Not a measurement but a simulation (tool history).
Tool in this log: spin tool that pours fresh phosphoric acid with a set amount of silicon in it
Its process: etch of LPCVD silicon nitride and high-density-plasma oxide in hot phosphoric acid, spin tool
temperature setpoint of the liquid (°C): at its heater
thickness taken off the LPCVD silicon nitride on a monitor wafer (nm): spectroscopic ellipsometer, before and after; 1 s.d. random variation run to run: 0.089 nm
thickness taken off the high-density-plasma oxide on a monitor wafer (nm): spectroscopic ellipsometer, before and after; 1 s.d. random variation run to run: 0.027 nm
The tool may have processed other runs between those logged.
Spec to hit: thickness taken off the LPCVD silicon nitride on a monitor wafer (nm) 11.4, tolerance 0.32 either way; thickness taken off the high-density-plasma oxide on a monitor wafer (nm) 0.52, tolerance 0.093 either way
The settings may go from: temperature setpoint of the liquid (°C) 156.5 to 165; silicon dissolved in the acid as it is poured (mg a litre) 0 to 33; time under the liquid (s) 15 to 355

run  hour  temperature setpoint of the liquid (°C)  silicon dissolved in the acid as it is poured (mg a litre)  time under the liquid (s)  thickness taken off the LPCVD silicon nitride on a monitor wafer (nm)  thickness taken off the high-density-plasma oxide on a monitor wafer (nm)
  1     0                                      160                                                        14.5                        180                                                                 17.833                                                                    0.74677
  2   2.7                                      160                                                        19.5                        180                                                                  17.85                                                                    0.57336
  3   9.1                                      160                                                        23.5                        180                                                                 18.171                                                                    0.55664
  4  14.7                                    159.5                                                        20.5                        170                                                                 16.381                                                                    0.60491
  5  17.8                                    160.5                                                        20.5                        170                                                                 17.119                                                                    0.62637
  6  23.9                                      160                                                          19                        160                                                                 15.866                                                                    0.55867
  7  29.8                                    159.5                                                          17                        155                                                                 15.023                                                                    0.60856
  8  35.6                                      159                                                          17                        150                                                                 14.532                                                                    0.50508
  9  38.5                                      159                                                          17                        150                                                                 14.514                                                                    0.54559
 10  45.1                                    158.5                                                        15.5                        145                                                                 13.685                                                                     0.5104
 11  47.3                                    158.5                                                          14                        140                                                                 13.235                                                                    0.47376
 12  49.6                                    158.5                                                        11.5                        135                                                                 12.834                                                                    0.56861
 13  56.5                                      157                                                         9.5                        120                                                                 10.794                                                                    0.42033
 14  57.3                                      157                                                           9                        120                                                                 10.696                                                                    0.41356
 15  64.8                                      157                                                         8.5                        120                                                                 10.734                                                                    0.42245
 16  66.8                                      157                                                           8                        120                                                                 10.671                                                                    0.44729
 17  72.6                                    158.5                                                           7                        125                                                                 11.972                                                                    0.45485

Pick the move, out of 4, that brings all results within their allowed miss; only one does.
  A  78.4                                    162.5                                                          24                        100                                                                      ?                                                                          ?
  B  78.4                                    160.5                                                        10.5                        120                                                                      ?                                                                          ?
  C  78.4                                    156.5                                                           1                        130                                                                      ?                                                                          ?
  D  78.4                                      165                                                        29.5                         90                                                                      ?                                                                          ?

move  thickness taken off the LPCVD silicon nitride on a monitor wafer (nm)  thickness taken off the high-density-plasma oxide on a monitor wafer (nm)
   A                                                                 10.866                                                                    0.36775
   B                                                                 12.197                                                                    0.54678
   C                                                                 11.542                                                                    0.53332
   D                                                                  10.62                                                                    0.32662
A: carries the result that was furthest off beyond its target, to the other side
B: misses by more than the last run did
C: all results land within tolerance of their targets
D: carries the result that was furthest off beyond its target, to the other side
Answer: C

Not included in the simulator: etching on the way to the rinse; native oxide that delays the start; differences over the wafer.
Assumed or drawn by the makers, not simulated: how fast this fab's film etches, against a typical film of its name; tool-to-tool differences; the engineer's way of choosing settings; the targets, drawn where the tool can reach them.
